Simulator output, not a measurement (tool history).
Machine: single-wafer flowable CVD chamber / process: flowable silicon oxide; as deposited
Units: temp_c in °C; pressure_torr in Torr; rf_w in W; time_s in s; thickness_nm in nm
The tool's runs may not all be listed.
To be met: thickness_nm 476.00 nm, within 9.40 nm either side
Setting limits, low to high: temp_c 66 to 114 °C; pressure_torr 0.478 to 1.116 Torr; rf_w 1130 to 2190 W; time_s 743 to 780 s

run  hour  temp_c  pressure_torr  rf_w  time_s  thickness_nm
  1   0.0      90          0.797  1660     780        643.32
  2   5.7      90          0.797  1480     780        617.05
  3  12.8      91          0.797  1480     780        596.68
  4  14.7      84          0.797  1480     780        761.74
  5  17.3      84          0.797  1480     743        731.48
  6  25.6      86          0.797  1480     743        679.06
  7  33.1      87          0.797  1480     743        653.27
  8  34.7      88          0.797  1480     743        638.62
  9  39.2      89          0.797  1480     743        612.62
 10  44.1      90          0.797  1480     743        594.29
 11  45.1      91          0.797  1480     743        572.74
     48.2  -- capacitance manometer re-zeroed and calibrated
 12  48.2      91          0.797  1480     743        593.03
 13  56.9      92          0.797  1480     743        573.52
 14  64.3      93          0.797  1480     743        551.39
 15  69.4      93          0.797  1480     743        550.91
 16  70.4      94          0.797  1480     743        529.30
 17  78.9      96          0.797  1480     743        495.23

Consider the 4 candidate settings below. Which is the only one whose results all fall within their allowed miss of target?
  A  87.4      94          0.784  1360     743             ?
  B  87.4      98          0.807  1455     743             ?
  C  87.4      97          0.778  1465     762             ?
  D  87.4      96          0.831  1430     751             ?

move  thickness_nm
   A        512.89
   B        464.20
   C        477.79
   D        516.95
A: misses by more than the last run did
B: pushes the last run's worst result past its target
C: all results in spec
D: misses by more than the last run did
C meets every target.

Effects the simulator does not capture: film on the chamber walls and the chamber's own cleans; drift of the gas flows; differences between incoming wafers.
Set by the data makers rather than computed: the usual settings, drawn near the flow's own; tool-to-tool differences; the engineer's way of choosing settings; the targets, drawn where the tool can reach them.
